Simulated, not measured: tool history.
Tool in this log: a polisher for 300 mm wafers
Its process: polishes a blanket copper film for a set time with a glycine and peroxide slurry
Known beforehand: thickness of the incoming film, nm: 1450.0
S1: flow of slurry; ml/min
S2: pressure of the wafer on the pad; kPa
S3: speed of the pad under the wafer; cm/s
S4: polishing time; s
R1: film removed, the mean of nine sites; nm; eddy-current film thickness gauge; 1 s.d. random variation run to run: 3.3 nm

run 1 hour=0 | S1=190 S2=15.9 S3=110 S4=42 | R1=193.15
run 2 hour=0.7 | S1=190 S2=18.6 S3=110 S4=42 | R1=208.47
run 3 hour=2.9 | S1=195 S2=20 S3=118 S4=42 | R1=234.35
run 4 hour=10.5 | S1=195 S2=20 S3=118 S4=42 | R1=234.03
run 5 hour=17.5 | S1=195 S2=20 S3=94 S4=42 | R1=196.28
run 6 hour=21.7 | S1=195 S2=17.9 S3=94 S4=42 | R1=177.32
run 7 hour=23.8 | S1=195 S2=19.3 S3=104 S4=42 | R1=208.24

What does the tool deliver on the next run?
run 8 hour=27.7 | S1=200 S2=20.7 S3=110 S4=42 | R1=?

R1: 221.46 nm
